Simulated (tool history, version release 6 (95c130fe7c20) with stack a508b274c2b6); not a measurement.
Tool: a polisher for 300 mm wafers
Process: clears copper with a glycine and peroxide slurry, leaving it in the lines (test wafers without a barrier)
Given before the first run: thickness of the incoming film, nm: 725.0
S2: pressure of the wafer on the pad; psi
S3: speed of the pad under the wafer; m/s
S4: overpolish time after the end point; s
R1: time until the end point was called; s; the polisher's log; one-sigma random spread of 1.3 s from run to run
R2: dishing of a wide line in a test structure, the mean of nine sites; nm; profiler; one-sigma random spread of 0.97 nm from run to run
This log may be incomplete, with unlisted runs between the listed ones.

run 1 hour=0.0 | flow_of_slurry_(ml/min)=165 S2=1.9 S3=1.30 S4=15 | R1=135.86 R2=45.917
run 2 hour=8.4 | flow_of_slurry_(ml/min)=170 S2=2.0 S3=1.30 S4=15 | R1=132.20 R2=45.844
run 3 hour=9.6 | flow_of_slurry_(ml/min)=170 S2=1.7 S3=1.30 S4=15 | R1=146.43 R2=43.695
run 4 hour=10.8 | flow_of_slurry_(ml/min)=135 S2=1.7 S3=1.30 S4=15 | R1=156.19 R2=41.244
run 5 hour=16.2 | flow_of_slurry_(ml/min)=135 S2=1.7 S3=1.04 S4=15 | R1=182.54 R2=36.693
run 6 hour=25.1 | flow_of_slurry_(ml/min)=175 S2=1.7 S3=1.04 S4=15 | R1=172.32 R2=37.361
run 7 hour=32.6 | flow_of_slurry_(ml/min)=210 S2=2.3 S3=1.08 S4=16 | R1=134.32 R2=49.889
run 8 hour=40.7 | flow_of_slurry_(ml/min)=210 S2=2.4 S3=1.08 S4=15 | R1=128.08 R2=47.303

Run 9, settings as shown, results not yet in. Your forecast:
run 9 hour=44.1 | flow_of_slurry_(ml/min)=210 S2=2.5 S3=1.08 S4=15 | R1=? R2=?

{"run 9": {"R1": 124.82, "R2": 49.112}}

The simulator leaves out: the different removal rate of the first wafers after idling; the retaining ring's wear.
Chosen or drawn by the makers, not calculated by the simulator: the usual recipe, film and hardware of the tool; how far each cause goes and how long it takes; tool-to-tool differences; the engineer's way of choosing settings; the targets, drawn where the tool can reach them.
